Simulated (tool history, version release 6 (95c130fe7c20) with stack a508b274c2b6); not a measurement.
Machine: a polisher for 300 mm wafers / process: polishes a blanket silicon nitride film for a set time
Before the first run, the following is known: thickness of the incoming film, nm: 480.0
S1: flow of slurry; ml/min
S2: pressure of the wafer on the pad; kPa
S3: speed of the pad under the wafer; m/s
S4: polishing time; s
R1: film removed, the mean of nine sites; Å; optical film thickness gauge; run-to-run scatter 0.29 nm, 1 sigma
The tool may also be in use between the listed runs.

run	hour	S1	S2	S3	S4	R1
1	0.0	195	17.9	1.02	46	521.29
2	6.2	185	17.2	1.02	46	512.07
3	13.9	185	17.2	1.12	46	553.67
4	14.6	185	17.2	1.22	46	595.87
5	17.8	185	15.2	1.22	46	552.74
6	19.5	185	17.2	1.22	46	594.02
7	27.4	155	12.4	1.20	46	472.02

The next listed run, before its measurement:
8	33.4	155	11.7	1.20	46	?

R1: 456.77 Å
